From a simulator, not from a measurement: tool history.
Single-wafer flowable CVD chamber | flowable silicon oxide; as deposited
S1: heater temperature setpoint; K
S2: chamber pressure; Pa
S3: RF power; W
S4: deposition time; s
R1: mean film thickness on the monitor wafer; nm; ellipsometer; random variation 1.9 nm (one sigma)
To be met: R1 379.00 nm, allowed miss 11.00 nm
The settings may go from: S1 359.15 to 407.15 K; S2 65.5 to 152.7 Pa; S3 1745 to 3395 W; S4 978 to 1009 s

Run 1, hour 0.0: S1 383.15 K, S2 109.1 Pa, S3 2570 W, S4 978 s. Result: R1 439.77 nm.
Run 2, hour 4.9: S1 383.15 K, S2 109.1 Pa, S3 2570 W, S4 1009 s. Result: R1 444.49 nm.
Run 3, hour 11.3: S1 384.15 K, S2 109.1 Pa, S3 2570 W, S4 1009 s. Result: R1 430.91 nm.
Run 4, hour 19.3: S1 384.15 K, S2 109.1 Pa, S3 2570 W, S4 1009 s. Result: R1 432.53 nm.
Run 5, hour 26.4: S1 384.15 K, S2 102.4 Pa, S3 2570 W, S4 1009 s. Result: R1 406.96 nm.
Run 6, hour 33.0: S1 384.15 K, S2 113.6 Pa, S3 2570 W, S4 1009 s. Result: R1 450.76 nm.
Run 7, hour 38.3: S1 385.15 K, S2 113.6 Pa, S3 2570 W, S4 1009 s. Result: R1 438.07 nm.
Run 8, hour 43.0: S1 386.15 K, S2 113.6 Pa, S3 2570 W, S4 1009 s. Result: R1 415.82 nm.

5 next moves are on the table. One of them brings every result within its allowed miss. Which?
Run A, hour 47.7: S1 383.15 K, S2 114.5 Pa, S3 2915 W, S4 984 s. Result: R1 ?.
Run B, hour 47.7: S1 389.15 K, S2 117.3 Pa, S3 2540 W, S4 994 s. Result: R1 ?.
Run C, hour 47.7: S1 384.15 K, S2 101.1 Pa, S3 3000 W, S4 1009 s. Result: R1 ?.
Run D, hour 47.7: S1 390.15 K, S2 137.6 Pa, S3 3085 W, S4 1000 s. Result: R1 ?.
Run E, hour 47.7: S1 387.15 K, S2 114.3 Pa, S3 2495 W, S4 1004 s. Result: R1 ?.

move      R1
   A  461.58
   B  380.59
   C  405.34
   D  439.38
   E  400.71
A: further off than the last run
B: meets every target
C: nearer than the last run, and not there yet
D: further off than the last run
E: nearer than the last run, and not there yet
Answer: B
